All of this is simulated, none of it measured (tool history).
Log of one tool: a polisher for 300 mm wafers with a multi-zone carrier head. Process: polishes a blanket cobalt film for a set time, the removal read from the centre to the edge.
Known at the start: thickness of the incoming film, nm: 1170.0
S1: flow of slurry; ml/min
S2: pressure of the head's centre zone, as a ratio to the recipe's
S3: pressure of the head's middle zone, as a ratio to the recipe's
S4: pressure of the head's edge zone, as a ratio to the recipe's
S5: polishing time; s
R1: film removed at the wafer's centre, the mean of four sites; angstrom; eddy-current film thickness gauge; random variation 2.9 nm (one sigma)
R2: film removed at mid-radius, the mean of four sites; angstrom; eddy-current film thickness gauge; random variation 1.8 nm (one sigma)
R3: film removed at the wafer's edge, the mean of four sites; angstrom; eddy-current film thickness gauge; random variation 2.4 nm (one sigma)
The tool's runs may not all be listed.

| run | day | S1 | S2 | S3 | S4 | S5 | R1 | R2 | R3 |
|---|---|---|---|---|---|---|---|---|---|
| 1 | 0 | 310 | 1 | 1 | 1 | 35 | 2457.3 | 2359.6 | 2376.7 |
| 2 | 0.154 | 310 | 1 | 1 | 0.97 | 34 | 2337.3 | 2307.1 | 2300.3 |
| 3 | 0.204 | 310 | 1.02 | 1 | 0.95 | 33 | 2314.4 | 2227.1 | 2229.5 |
| 4 | 0.454 | 310 | 1.02 | 0.94 | 0.95 | 33 | 2272.8 | 2105.3 | 2253.2 |
| 5 | 0.75 | 310 | 0.97 | 0.94 | 0.95 | 33 | 2186.1 | 2138.3 | 2210.3 |
| 6 | 0.792 | 315 | 0.99 | 0.96 | 0.93 | 32 | 2157.4 | 2131.5 | 2106.7 |
| 7 | 1.133 | 320 | 1 | 0.96 | 0.92 | 32 | 2153.6 | 2075.7 | 2132.6 |

Forecast run 8:
| 8 | 1.404 | 315 | 1.02 | 0.99 | 0.9 | 32 | ? | ? | ? |

Run 8 gave R1 2236.1 angstrom, R2 2149.9 angstrom, R3 2113.3 angstrom.

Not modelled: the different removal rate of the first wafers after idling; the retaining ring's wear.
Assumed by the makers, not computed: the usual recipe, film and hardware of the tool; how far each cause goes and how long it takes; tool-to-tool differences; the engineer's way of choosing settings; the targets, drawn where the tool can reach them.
